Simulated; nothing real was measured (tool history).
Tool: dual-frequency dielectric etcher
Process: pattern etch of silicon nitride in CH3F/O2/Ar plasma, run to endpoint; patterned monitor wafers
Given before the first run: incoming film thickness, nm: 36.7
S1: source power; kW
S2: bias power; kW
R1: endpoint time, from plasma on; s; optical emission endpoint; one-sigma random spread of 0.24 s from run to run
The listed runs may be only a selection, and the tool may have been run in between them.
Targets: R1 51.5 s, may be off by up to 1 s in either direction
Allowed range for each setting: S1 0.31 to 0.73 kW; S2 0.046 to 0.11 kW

{"run": 1, "hour": 0.0, "S1": 0.52, "S2": 0.078, "R1": 46.13}
{"run": 2, "hour": 2.3, "S1": 0.52, "S2": 0.066, "R1": 47.956}
{"run": 3, "hour": 10.5, "S1": 0.5, "S2": 0.065, "R1": 48.407}
{"run": 4, "hour": 19.1, "S1": 0.5, "S2": 0.071, "R1": 46.953}
{"run": 5, "hour": 23.3, "S1": 0.48, "S2": 0.067, "R1": 48.144}
{"run": 6, "hour": 24.7, "S1": 0.46, "S2": 0.064, "R1": 48.943}
{"run": 7, "hour": 32.1, "S1": 0.45, "S2": 0.062, "R1": 50.319}
{"run": 8, "hour": 33.0, "S1": 0.44, "S2": 0.062, "R1": 50.073}

Exercise: of the 4 proposed moves below, exactly one satisfies all targets within the stated allowed misses. Which move is it?
{"run": "A", "hour": 33.9, "S1": 0.55, "S2": 0.05, "R1": "?"}
{"run": "B", "hour": 33.9, "S1": 0.42, "S2": 0.073, "R1": "?"}
{"run": "C", "hour": 33.9, "S1": 0.43, "S2": 0.071, "R1": "?"}
{"run": "D", "hour": 33.9, "S1": 0.42, "S2": 0.059, "R1": "?"}

move=A R1=49.045
move=B R1=49.61
move=C R1=49.554
move=D R1=51.653
A: its largest miss is bigger than the last run's
B: its largest miss is bigger than the last run's
C: its largest miss is bigger than the last run's
D: every result within its allowed miss
D is the move that brings every result within its allowed miss.
